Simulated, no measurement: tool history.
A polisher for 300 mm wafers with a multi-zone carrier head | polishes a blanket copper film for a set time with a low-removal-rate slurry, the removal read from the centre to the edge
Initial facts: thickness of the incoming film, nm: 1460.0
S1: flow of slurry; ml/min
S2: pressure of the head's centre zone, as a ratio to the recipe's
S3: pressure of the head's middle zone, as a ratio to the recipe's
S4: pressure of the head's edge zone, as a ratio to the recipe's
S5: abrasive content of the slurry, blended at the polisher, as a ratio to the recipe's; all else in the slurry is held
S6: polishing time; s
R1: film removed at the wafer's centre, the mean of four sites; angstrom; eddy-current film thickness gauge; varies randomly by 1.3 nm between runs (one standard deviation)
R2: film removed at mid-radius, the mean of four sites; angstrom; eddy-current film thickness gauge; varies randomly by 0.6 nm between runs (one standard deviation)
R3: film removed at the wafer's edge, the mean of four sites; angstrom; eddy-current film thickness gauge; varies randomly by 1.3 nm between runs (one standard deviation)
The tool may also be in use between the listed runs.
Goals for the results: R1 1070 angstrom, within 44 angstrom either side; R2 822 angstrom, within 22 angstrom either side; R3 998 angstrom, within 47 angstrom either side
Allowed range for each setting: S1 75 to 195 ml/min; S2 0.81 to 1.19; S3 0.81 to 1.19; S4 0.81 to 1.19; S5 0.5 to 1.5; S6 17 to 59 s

run	hour	S1	S2	S3	S4	S5	S6	R1	R2	R3
1	0	125	1	1	1	1	38	1230.3	1231.2	1217.1
2	3.3	120	1.01	0.97	1	0.95	38	1213	1162.1	1207.2
3	10.2	115	1.02	0.95	0.98	0.9	38	1200.3	1126.7	1176.8
4	11.9	115	1.02	0.87	0.98	0.9	38	1181.1	1051.4	1192.6
5	19.1	125	1.02	0.87	0.98	0.9	38	1210.4	1075.1	1215.2
6	27.5	120	1.03	0.86	0.97	0.85	38	1248.8	1025.4	1157.8
7	33	115	1.03	0.85	0.97	0.8	38	1193.8	999.64	1115.5
8	38.5	90	1.13	0.81	1.07	0.6	34	1057.7	779.56	996.51

Consider the 4 candidate settings below. Which is the only one whose results all fall within their allowed miss of target?
A	44	85	1.16	0.81	1.03	0.6	33	?	?	?
B	44	110	1.18	0.91	0.99	0.55	32	?	?	?
C	44	100	1.08	0.81	0.97	0.5	36	?	?	?
D	44	75	1.19	0.81	1.09	0.5	36	?	?	?

move	R1	R2	R3
A	1031.7	750.03	921.98
B	1076.8	838.14	899.49
C	1064.5	826.76	974.19
D	1079.4	768.85	983.33
A: moves away from the targets compared with the last run
B: the furthest-off result lands on target, but another misses its tolerance
C: all results land within tolerance of their targets
D: moves away from the targets compared with the last run
Go with C: it meets all targets.
